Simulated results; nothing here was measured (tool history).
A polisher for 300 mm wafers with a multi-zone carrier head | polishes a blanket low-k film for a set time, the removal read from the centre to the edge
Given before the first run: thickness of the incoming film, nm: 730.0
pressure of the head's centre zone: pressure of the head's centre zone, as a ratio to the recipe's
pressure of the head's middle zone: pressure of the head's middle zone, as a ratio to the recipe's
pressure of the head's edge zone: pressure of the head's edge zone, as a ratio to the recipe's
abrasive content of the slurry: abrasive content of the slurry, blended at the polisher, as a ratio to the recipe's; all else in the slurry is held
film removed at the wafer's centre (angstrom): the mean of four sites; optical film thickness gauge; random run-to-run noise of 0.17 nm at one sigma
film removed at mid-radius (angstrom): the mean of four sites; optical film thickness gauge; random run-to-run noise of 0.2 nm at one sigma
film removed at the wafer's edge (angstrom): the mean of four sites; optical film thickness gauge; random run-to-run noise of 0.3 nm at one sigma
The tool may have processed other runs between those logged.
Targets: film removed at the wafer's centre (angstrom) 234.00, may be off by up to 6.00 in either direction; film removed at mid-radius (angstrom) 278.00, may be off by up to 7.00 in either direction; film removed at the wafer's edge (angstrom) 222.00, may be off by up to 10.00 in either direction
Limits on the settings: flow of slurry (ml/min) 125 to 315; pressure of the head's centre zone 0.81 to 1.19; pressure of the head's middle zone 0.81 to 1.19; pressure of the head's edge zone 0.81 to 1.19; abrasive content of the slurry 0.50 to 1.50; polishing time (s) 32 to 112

run  hour  flow of slurry (ml/min)  pressure of the head's centre zone  pressure of the head's middle zone  pressure of the head's edge zone  abrasive content of the slurry  polishing time (s)  film removed at the wafer's centre (angstrom)  film removed at mid-radius (angstrom)  film removed at the wafer's edge (angstrom)
  1   0.0                      205                                1.00                                1.00                              1.00                            1.00                  72                                         301.18                                 305.09                                       297.05
  2   3.0                      205                                1.00                                1.00                              0.91                            1.00                  72                                         302.60                                 302.53                                       286.45
  3   7.2                      205                                0.99                                1.03                              0.89                            0.90                  72                                         283.57                                 296.81                                       273.71
  4   9.7                      205                                0.99                                1.03                              0.86                            0.90                  72                                         282.37                                 298.12                                       267.22
  5  14.2                      205                                0.99                                1.03                              0.86                            1.00                  72                                         302.61                                 317.43                                       282.41
  6  22.9                      205                                0.99                                1.10                              0.86                            1.00                  72                                         302.01                                 331.70                                       276.69
  7  28.3                      205                                0.99                                1.11                              0.85                            0.95                  71                                         290.41                                 322.72                                       268.29
  8  30.8                      205                                0.99                                1.12                              0.84                            0.90                  70                                         277.02                                 306.51                                       262.24
  9  33.8                      205                                0.99                                1.13                              0.83                            0.90                  68                                         266.93                                 303.19                                       246.88
 10  42.5                      200                                0.99                                1.14                              0.83                            0.85                  68                                         262.38                                 298.90                                       243.86
 11  46.3                      195                                0.99                                1.14                              0.83                            0.85                  68                                         260.18                                 295.14                                       241.84
 12  51.1                      185                                0.98                                1.15                              0.83                            0.85                  68                                         254.15                                 295.09                                       237.77
 13  59.0                      175                                0.97                                1.15                              0.83                            0.85                  68                                         248.58                                 289.19                                       242.38
 14  61.2                      200                                0.97                                1.17                              0.81                            0.65                  68                                         221.33                                 261.50                                       206.57
 15  68.2                      205                                0.97                                1.17                              0.83                            0.65                  68                                         222.48                                 259.06                                       209.77

Which of these 4 next moves meets every target?
  A  75.2                      155                                0.97                                1.16                              0.81                            0.70                  73                                              ?                                      ?                                            ?
  B  75.2                      170                                1.01                                1.05                              0.94                            0.50                  80                                              ?                                      ?                                            ?
  C  75.2                      225                                1.07                                1.03                              1.01                            0.55                  73                                              ?                                      ?                                            ?
  D  75.2                      215                                0.96                                1.02                              0.92                            0.85                  57                                              ?                                      ?                                            ?

move  film removed at the wafer's centre (angstrom)  film removed at mid-radius (angstrom)  film removed at the wafer's edge (angstrom)
   A                                         235.58                                 279.24                                       221.34
   B                                         224.63                                 234.25                                       215.57
   C                                         242.81                                 233.74                                       223.69
   D                                         215.12                                 229.44                                       212.04
A: all results in spec
B: lands further from the targets than the last run did
C: lands further from the targets than the last run did
D: lands further from the targets than the last run did
Go with A: it meets all targets.

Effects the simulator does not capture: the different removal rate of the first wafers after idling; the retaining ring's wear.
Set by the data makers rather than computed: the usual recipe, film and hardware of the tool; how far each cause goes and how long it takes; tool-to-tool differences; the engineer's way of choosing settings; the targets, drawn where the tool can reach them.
